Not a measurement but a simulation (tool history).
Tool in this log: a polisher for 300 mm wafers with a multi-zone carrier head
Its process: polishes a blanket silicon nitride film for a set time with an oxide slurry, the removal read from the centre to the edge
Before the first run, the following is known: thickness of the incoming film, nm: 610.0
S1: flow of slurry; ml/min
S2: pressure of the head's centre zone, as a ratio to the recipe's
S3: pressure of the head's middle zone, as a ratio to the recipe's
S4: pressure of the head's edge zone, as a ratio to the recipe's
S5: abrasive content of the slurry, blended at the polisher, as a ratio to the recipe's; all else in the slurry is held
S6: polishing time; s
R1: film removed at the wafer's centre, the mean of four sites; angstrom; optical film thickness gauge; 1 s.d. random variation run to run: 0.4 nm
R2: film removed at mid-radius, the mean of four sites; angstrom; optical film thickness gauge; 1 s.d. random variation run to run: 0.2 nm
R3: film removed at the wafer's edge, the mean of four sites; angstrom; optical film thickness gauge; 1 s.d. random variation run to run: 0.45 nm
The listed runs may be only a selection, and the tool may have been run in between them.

run	hour	S1	S2	S3	S4	S5	S6	R1	R2	R3
1	0.0	290	1.00	1.00	1.00	1.00	72	677.95	723.42	715.99
2	4.6	280	0.99	0.98	0.99	0.95	66	589.61	629.74	644.61
3	9.0	275	0.99	0.97	0.97	0.90	61	540.15	566.86	576.25
4	12.4	275	0.99	0.89	0.97	0.90	61	534.84	515.11	582.74
5	14.7	275	0.96	0.89	0.97	0.90	61	508.21	520.05	587.92
6	22.7	275	0.96	0.89	0.97	0.90	46	386.84	396.59	434.51
# hour 30.4: centre zone pressure recalibrated
7	30.4	280	0.96	0.88	0.96	0.85	45	384.25	364.72	402.55
8	34.1	280	0.94	0.88	0.95	0.80	45	382.46	358.66	396.59
9	37.8	275	0.92	0.88	0.96	0.75	44	342.58	340.87	373.58
10	43.7	275	0.91	0.87	0.95	0.70	44	324.61	325.15	360.99
11	48.1	275	0.90	0.86	0.94	0.70	44	324.63	316.32	361.79
12	56.3	275	0.89	0.86	0.93	0.70	44	321.68	320.42	355.61
13	64.7	255	0.86	0.81	0.88	0.50	42	236.41	235.36	261.07

Predict the results of run 14:
14	73.5	255	0.86	0.81	0.88	0.50	42	?	?	?

R1: 239.06 angstrom
R2: 234.95 angstrom
R3: 269.45 angstrom
